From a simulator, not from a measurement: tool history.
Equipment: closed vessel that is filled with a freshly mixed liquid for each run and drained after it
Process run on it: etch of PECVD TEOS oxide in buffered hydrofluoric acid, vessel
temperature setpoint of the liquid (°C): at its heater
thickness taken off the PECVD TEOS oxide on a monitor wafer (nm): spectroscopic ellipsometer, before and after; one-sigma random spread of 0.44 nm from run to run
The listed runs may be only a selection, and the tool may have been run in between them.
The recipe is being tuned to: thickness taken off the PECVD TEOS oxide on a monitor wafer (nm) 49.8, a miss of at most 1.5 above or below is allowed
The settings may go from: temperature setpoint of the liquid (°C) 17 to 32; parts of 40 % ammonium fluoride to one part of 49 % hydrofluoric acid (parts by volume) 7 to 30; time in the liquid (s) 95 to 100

| run | hour | temperature setpoint of the liquid (°C) | parts of 40 % ammonium fluoride to one part of 49 % hydrofluoric acid (parts by volume) | time in the liquid (s) | thickness taken off the PECVD TEOS oxide on a monitor wafer (nm) |
|---|---|---|---|---|---|
| 1 | 0 | 24 | 20 | 95 | 65.526 |
| 2 | 7.4 | 22.5 | 20 | 95 | 59.736 |
| 3 | 10.7 | 24 | 20 | 95 | 64.997 |
| 4 | 13 | 24 | 18 | 95 | 70.807 |
| 5 | 22.1 | 22.5 | 18 | 95 | 66.485 |
| 6 | 23.5 | 21 | 18 | 95 | 61.896 |
| 7 | 27.4 | 20 | 18 | 95 | 57.198 |
| 8 | 34.7 | 19.5 | 18 | 95 | 55.358 |

Which single option among these 5 for the next run brings every result within its allowed miss of target? Just one does.
| A | 42 | 17.5 | 18 | 100 | ? |
| B | 42 | 18.5 | 19 | 100 | ? |
| C | 42 | 18.5 | 23 | 100 | ? |
| D | 42 | 18 | 20 | 95 | ? |
| E | 42 | 17 | 18.5 | 100 | ? |

| move | thickness taken off the PECVD TEOS oxide on a monitor wafer (nm) |
|---|---|
| A | 53.412 |
| B | 53.596 |
| C | 46.258 |
| D | 47.043 |
| E | 50.52 |
A: nearer than the last run, and not there yet
B: nearer than the last run, and not there yet
C: the result that was furthest off in the last run now lies on the other side of its target
D: the result that was furthest off in the last run now lies on the other side of its target
E: each result inside its tolerance
Move E is the one to make.

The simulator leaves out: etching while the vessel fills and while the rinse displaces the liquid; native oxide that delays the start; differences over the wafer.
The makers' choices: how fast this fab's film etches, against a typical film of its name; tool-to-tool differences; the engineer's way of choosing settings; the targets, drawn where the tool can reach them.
